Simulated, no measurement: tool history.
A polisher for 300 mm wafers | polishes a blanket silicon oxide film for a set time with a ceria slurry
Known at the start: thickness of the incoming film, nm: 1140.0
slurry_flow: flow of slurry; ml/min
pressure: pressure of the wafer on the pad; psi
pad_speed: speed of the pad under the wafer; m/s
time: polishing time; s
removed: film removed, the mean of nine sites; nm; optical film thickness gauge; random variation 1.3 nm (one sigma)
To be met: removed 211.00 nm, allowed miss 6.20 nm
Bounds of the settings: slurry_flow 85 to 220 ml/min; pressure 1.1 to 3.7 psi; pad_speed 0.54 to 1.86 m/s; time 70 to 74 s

Run 1, day 0.000: slurry_flow 140 ml/min, pressure 2.4 psi, pad_speed 1.18 m/s, time 70 s. Result: removed 271.14 nm.
Run 2, day 0.158: slurry_flow 140 ml/min, pressure 2.4 psi, pad_speed 1.18 m/s, time 70 s. Result: removed 270.12 nm.
Run 3, day 0.362: slurry_flow 135 ml/min, pressure 2.3 psi, pad_speed 1.18 m/s, time 70 s. Result: removed 255.99 nm.
Run 4, day 0.400: slurry_flow 130 ml/min, pressure 2.2 psi, pad_speed 1.18 m/s, time 70 s. Result: removed 248.59 nm.
Run 5, day 0.558: slurry_flow 130 ml/min, pressure 2.2 psi, pad_speed 0.94 m/s, time 70 s. Result: removed 198.20 nm.
Run 6, day 0.842: slurry_flow 130 ml/min, pressure 2.2 psi, pad_speed 1.24 m/s, time 70 s. Result: removed 259.97 nm.
Run 7, day 0.904: slurry_flow 125 ml/min, pressure 2.1 psi, pad_speed 1.24 m/s, time 70 s. Result: removed 245.93 nm.
Run 8, day 0.942: slurry_flow 120 ml/min, pressure 2.0 psi, pad_speed 1.24 m/s, time 70 s. Result: removed 235.61 nm.
Run 9, day 0.971: slurry_flow 115 ml/min, pressure 1.9 psi, pad_speed 1.24 m/s, time 70 s. Result: removed 220.96 nm.
Run 10, day 1.050: slurry_flow 110 ml/min, pressure 1.9 psi, pad_speed 1.24 m/s, time 70 s. Result: removed 217.58 nm.

Which of these 5 next moves meets every target?
Run A, day 1.129: slurry_flow 90 ml/min, pressure 1.8 psi, pad_speed 1.34 m/s, time 74 s. Result: removed ?.
Run B, day 1.129: slurry_flow 135 ml/min, pressure 2.0 psi, pad_speed 1.10 m/s, time 70 s. Result: removed ?.
Run C, day 1.129: slurry_flow 145 ml/min, pressure 2.0 psi, pad_speed 1.10 m/s, time 74 s. Result: removed ?.
Run D, day 1.129: slurry_flow 135 ml/min, pressure 2.0 psi, pad_speed 1.20 m/s, time 70 s. Result: removed ?.
Run E, day 1.129: slurry_flow 95 ml/min, pressure 1.7 psi, pad_speed 1.24 m/s, time 74 s. Result: removed ?.

move  removed
   A   222.83
   B   212.98
   C   228.43
   D   231.72
   E   199.98
A: further off than the last run
B: meets every target
C: further off than the last run
D: further off than the last run
E: takes the result that was furthest off past its target
Answer: B
